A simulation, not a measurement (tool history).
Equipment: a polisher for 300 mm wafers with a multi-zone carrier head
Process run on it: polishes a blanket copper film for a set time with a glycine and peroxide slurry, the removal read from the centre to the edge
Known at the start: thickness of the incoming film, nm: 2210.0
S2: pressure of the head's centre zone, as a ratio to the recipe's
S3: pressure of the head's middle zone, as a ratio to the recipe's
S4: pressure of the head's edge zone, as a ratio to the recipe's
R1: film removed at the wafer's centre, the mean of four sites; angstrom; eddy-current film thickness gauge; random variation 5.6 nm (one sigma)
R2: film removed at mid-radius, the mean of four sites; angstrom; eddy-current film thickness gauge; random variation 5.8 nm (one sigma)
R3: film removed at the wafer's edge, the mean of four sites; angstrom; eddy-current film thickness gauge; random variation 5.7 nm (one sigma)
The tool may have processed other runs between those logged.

Run 1, hour 0.0: flow of slurry (ml/min) 315, S2 1.00, S3 1.00, S4 1.00, polishing time (s) 64. Result: R1 3076.0 angstrom, R2 2986.0 angstrom, R3 2881.2 angstrom.
Run 2, hour 4.4: flow of slurry (ml/min) 315, S2 1.00, S3 0.99, S4 1.03, polishing time (s) 70. Result: R1 3297.2 angstrom, R2 3278.8 angstrom, R3 3182.1 angstrom.
Run 3, hour 12.0: flow of slurry (ml/min) 315, S2 1.02, S3 0.96, S4 1.05, polishing time (s) 75. Result: R1 3715.1 angstrom, R2 3364.8 angstrom, R3 3512.8 angstrom.
Run 4, hour 14.1: flow of slurry (ml/min) 315, S2 1.02, S3 1.03, S4 1.05, polishing time (s) 75. Result: R1 3579.6 angstrom, R2 3515.3 angstrom, R3 3495.9 angstrom.
Run 5, hour 15.5: flow of slurry (ml/min) 315, S2 1.04, S3 1.03, S4 1.07, polishing time (s) 78. Result: R1 3898.3 angstrom, R2 3678.9 angstrom, R3 3596.8 angstrom.
Run 6, hour 16.8: flow of slurry (ml/min) 315, S2 1.03, S3 1.01, S4 1.08, polishing time (s) 81. Result: R1 3977.2 angstrom, R2 3799.1 angstrom, R3 3774.9 angstrom.
Run 7, hour 24.3: flow of slurry (ml/min) 315, S2 1.03, S3 0.99, S4 1.10, polishing time (s) 83. Result: R1 4072.7 angstrom, R2 3792.6 angstrom, R3 4006.3 angstrom.
Run 8, hour 28.5: flow of slurry (ml/min) 315, S2 1.03, S3 0.99, S4 1.11, polishing time (s) 84. Result: R1 4044.7 angstrom, R2 3846.2 angstrom, R3 3926.7 angstrom.
Run 9, hour 37.0: flow of slurry (ml/min) 315, S2 1.03, S3 0.97, S4 1.11, polishing time (s) 86. Result: R1 4181.4 angstrom, R2 3932.5 angstrom, R3 4097.9 angstrom.

Run 10 has not been measured yet. What should we expect?
Run 10, hour 45.3: flow of slurry (ml/min) 315, S2 1.03, S3 0.96, S4 1.12, polishing time (s) 87. Result: R1 ?, R2 ?, R3 ?.

R1: 4214.1 angstrom
R2: 3933.4 angstrom
R3: 4160.9 angstrom
